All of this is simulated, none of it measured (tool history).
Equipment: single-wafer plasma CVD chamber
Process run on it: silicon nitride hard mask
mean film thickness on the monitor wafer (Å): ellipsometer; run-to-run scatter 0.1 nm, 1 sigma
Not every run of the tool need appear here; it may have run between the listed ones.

run  hour  heater temperature setpoint (°C)  chamber pressure (Pa)  RF power (W)  deposition time (s)  mean film thickness on the monitor wafer (Å)
  1   0.0                               385                    217           245                 35.0                                        357.08
  2   1.9                               385                    217           245                 35.0                                        359.23
  3   5.3                               392                    217           245                 35.0                                        355.22
  4   6.4                               392                    207           235                 34.8                                        339.93
  5   9.7                               385                    207           235                 34.8                                        337.81
  6  15.6                               385                    196           230                 34.7                                        323.92
  7  16.1                               385                    196           230                 34.7                                        326.81
  8  21.4                               385                    187           225                 34.6                                        312.21

Run 9 comes next. What will it give?
  9  23.5                               385                    180           225                 34.6                                             ?

Logged for run 9: mean film thickness on the monitor wafer (Å) 306.85.

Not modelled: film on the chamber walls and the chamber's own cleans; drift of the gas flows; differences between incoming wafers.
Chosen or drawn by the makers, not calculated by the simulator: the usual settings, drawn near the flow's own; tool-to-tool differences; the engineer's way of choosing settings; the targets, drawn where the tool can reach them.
